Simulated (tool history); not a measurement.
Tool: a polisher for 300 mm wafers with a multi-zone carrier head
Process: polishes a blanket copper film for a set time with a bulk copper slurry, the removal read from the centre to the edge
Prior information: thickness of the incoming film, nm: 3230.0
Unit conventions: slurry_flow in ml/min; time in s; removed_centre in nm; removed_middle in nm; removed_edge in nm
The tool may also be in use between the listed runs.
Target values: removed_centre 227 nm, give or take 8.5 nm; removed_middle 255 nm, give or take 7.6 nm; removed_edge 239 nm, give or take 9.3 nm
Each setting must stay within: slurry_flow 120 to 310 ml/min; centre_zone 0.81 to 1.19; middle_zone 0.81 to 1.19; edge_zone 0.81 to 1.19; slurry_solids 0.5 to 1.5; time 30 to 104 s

run 1 hour=0 | slurry_flow=200 centre_zone=1 middle_zone=1 edge_zone=1 slurry_solids=1 time=67 | removed_centre=392.33 removed_middle=356.48 removed_edge=366.1
run 2 hour=8.8 | slurry_flow=190 centre_zone=0.95 middle_zone=1.01 edge_zone=0.96 slurry_solids=0.85 time=63 | removed_centre=341.02 removed_middle=326.43 removed_edge=323.57
run 3 hour=10.9 | slurry_flow=225 centre_zone=0.95 middle_zone=1.01 edge_zone=0.96 slurry_solids=0.85 time=63 | removed_centre=351.7 removed_middle=335.57 removed_edge=334.31
run 4 hour=11.7 | slurry_flow=205 centre_zone=0.91 middle_zone=1.02 edge_zone=0.95 slurry_solids=0.75 time=60 | removed_centre=308.71 removed_middle=309.27 removed_edge=302.11
run 5 hour=16.7 | slurry_flow=205 centre_zone=0.91 middle_zone=1.02 edge_zone=0.95 slurry_solids=0.75 time=69 | removed_centre=348.86 removed_middle=359.05 removed_edge=351.69
run 6 hour=20.1 | slurry_flow=155 centre_zone=0.91 middle_zone=1.02 edge_zone=0.95 slurry_solids=0.75 time=69 | removed_centre=333 removed_middle=338.41 removed_edge=329.67
run 7 hour=27.7 | slurry_flow=145 centre_zone=0.88 middle_zone=1.02 edge_zone=0.94 slurry_solids=0.7 time=65 | removed_centre=293.08 removed_middle=311.62 removed_edge=305.79
run 8 hour=33.5 | slurry_flow=140 centre_zone=0.87 middle_zone=1.02 edge_zone=0.92 slurry_solids=0.65 time=63 | removed_centre=272.82 removed_middle=294.35 removed_edge=288.9
run 9 hour=36.6 | slurry_flow=150 centre_zone=0.85 middle_zone=1.04 edge_zone=0.82 slurry_solids=0.5 time=54 | removed_centre=222.83 removed_middle=245.29 removed_edge=222.86

Below are 5 possible settings for the next run. Only one of them brings all results inside the allowed miss of their targets. Which is it?
run A hour=39.7 | slurry_flow=175 centre_zone=0.81 middle_zone=1 edge_zone=0.81 slurry_solids=0.5 time=56 | removed_centre=? removed_middle=? removed_edge=?
run B hour=39.7 | slurry_flow=130 centre_zone=0.95 middle_zone=1.04 edge_zone=0.84 slurry_solids=0.5 time=52 | removed_centre=? removed_middle=? removed_edge=?
run C hour=39.7 | slurry_flow=130 centre_zone=0.96 middle_zone=1.16 edge_zone=0.81 slurry_solids=0.5 time=51 | removed_centre=? removed_middle=? removed_edge=?
run D hour=39.7 | slurry_flow=160 centre_zone=0.9 middle_zone=1.19 edge_zone=0.81 slurry_solids=0.5 time=49 | removed_centre=? removed_middle=? removed_edge=?
run E hour=39.7 | slurry_flow=255 centre_zone=0.96 middle_zone=1.11 edge_zone=0.81 slurry_solids=0.6 time=44 | removed_centre=? removed_middle=? removed_edge=?

move=A removed_centre=232.13 removed_middle=257.18 removed_edge=238.39
move=B removed_centre=234.53 removed_middle=229.38 removed_edge=214.24
move=C removed_centre=232.61 removed_middle=243.37 removed_edge=206.52
move=D removed_centre=221.54 removed_middle=250.39 removed_edge=205.47
move=E removed_centre=238.51 removed_middle=238.18 removed_edge=201.95
A: meets every target
B: lands further from the targets than the last run did
C: lands further from the targets than the last run did
D: lands further from the targets than the last run did
E: lands further from the targets than the last run did
So the answer is move A, the one that meets all the targets.
